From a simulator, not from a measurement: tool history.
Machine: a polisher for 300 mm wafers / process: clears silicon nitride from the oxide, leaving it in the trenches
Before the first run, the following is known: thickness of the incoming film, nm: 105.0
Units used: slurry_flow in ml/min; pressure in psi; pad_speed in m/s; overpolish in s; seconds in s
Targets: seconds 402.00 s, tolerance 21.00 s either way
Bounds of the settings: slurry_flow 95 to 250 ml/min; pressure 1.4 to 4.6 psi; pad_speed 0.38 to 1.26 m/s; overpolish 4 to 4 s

Run 1, hour 0.0: slurry_flow 160 ml/min, pressure 3.0 psi, pad_speed 0.82 m/s, overpolish 4 s. Result: seconds 152.16 s.
Run 2, hour 1.3: slurry_flow 160 ml/min, pressure 3.0 psi, pad_speed 0.82 m/s, overpolish 4 s. Result: seconds 154.53 s.
Run 3, hour 2.8: slurry_flow 155 ml/min, pressure 2.6 psi, pad_speed 0.74 m/s, overpolish 4 s. Result: seconds 190.82 s.
Run 4, hour 7.3: slurry_flow 155 ml/min, pressure 2.6 psi, pad_speed 0.74 m/s, overpolish 4 s. Result: seconds 192.35 s.
Run 5, hour 10.3: slurry_flow 155 ml/min, pressure 2.0 psi, pad_speed 0.74 m/s, overpolish 4 s. Result: seconds 239.57 s.
Run 6, hour 14.2: slurry_flow 155 ml/min, pressure 1.9 psi, pad_speed 0.68 m/s, overpolish 4 s. Result: seconds 269.86 s.
Run 7, hour 18.3: slurry_flow 155 ml/min, pressure 1.8 psi, pad_speed 0.64 m/s, overpolish 4 s. Result: seconds 296.70 s.
Run 8, hour 26.1: slurry_flow 155 ml/min, pressure 1.7 psi, pad_speed 0.62 m/s, overpolish 4 s. Result: seconds 333.20 s.
Run 9, hour 27.6: slurry_flow 155 ml/min, pressure 1.6 psi, pad_speed 0.60 m/s, overpolish 4 s. Result: seconds 354.71 s.

Exercise: of the 5 proposed moves below, exactly one satisfies all targets within the stated allowed misses. Which move is it?
Run A, hour 29.1: slurry_flow 210 ml/min, pressure 1.4 psi, pad_speed 0.46 m/s, overpolish 4 s. Result: seconds ?.
Run B, hour 29.1: slurry_flow 165 ml/min, pressure 1.7 psi, pad_speed 0.46 m/s, overpolish 4 s. Result: seconds ?.
Run C, hour 29.1: slurry_flow 165 ml/min, pressure 2.0 psi, pad_speed 0.48 m/s, overpolish 4 s. Result: seconds ?.
Run D, hour 29.1: slurry_flow 115 ml/min, pressure 1.4 psi, pad_speed 0.50 m/s, overpolish 4 s. Result: seconds ?.
Run E, hour 29.1: slurry_flow 140 ml/min, pressure 1.7 psi, pad_speed 0.40 m/s, overpolish 4 s. Result: seconds ?.

move  seconds
   A   459.95
   B   391.76
   C   326.21
   D   460.95
   E   435.72
A: carries the result that was furthest off beyond its target, to the other side
B: hits every target within its allowed miss
C: misses by more than the last run did
D: carries the result that was furthest off beyond its target, to the other side
E: carries the result that was furthest off beyond its target, to the other side
Correct choice: B, which meets every target

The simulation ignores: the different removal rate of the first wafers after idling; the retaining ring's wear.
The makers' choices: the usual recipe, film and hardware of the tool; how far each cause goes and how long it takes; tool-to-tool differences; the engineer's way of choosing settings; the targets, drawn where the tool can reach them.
